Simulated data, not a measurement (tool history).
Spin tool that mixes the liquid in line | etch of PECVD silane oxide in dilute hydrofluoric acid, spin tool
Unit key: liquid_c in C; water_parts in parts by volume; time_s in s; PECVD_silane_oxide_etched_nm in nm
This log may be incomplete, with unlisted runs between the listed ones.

run	hour	liquid_c	water_parts	time_s	PECVD_silane_oxide_etched_nm
1	0	21	235	45	3.9504
2	2.6	21	235	45	3.9547
3	6.7	21	235	45	3.9207
4	14	21	160	45	6.3261
5	20.1	20	170	45	5.5887
6	24.9	22	170	45	6.0262
7	29.4	21	175	45	5.6669
8	31.2	20	180	45	5.3098

Run 9 comes next. What will it give?
9	37.3	19.5	185	45	?

PECVD_silane_oxide_etched_nm: 4.9778 nm

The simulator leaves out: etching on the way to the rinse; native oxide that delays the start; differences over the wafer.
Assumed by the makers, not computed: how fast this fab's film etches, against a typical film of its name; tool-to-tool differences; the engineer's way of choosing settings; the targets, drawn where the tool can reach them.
